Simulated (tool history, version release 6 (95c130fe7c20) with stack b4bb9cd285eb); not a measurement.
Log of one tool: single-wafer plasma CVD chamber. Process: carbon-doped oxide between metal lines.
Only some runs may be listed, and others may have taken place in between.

run	day	heater temperature setpoint (°C)	chamber pressure (mTorr)	RF power (W)	deposition time (s)	mean film thickness on the monitor wafer (nm)
1	0.000	325	5790	660	11.7	78.047
2	0.271	328	5550	645	11.7	75.539
3	0.358	328	5550	645	11.1	71.506
4	0.388	330	5480	645	11.1	70.881
5	0.758	330	6120	645	11.1	71.148
6	0.954	332	6100	645	11.1	71.155
# day 1.308: capacitance manometer re-zeroed and calibrated
7	1.308	334	6020	645	11.1	70.414

Forecast run 8:
8	1.575	336	5950	645	11.1	?

Run 8 produced mean film thickness on the monitor wafer (nm) 69.995.
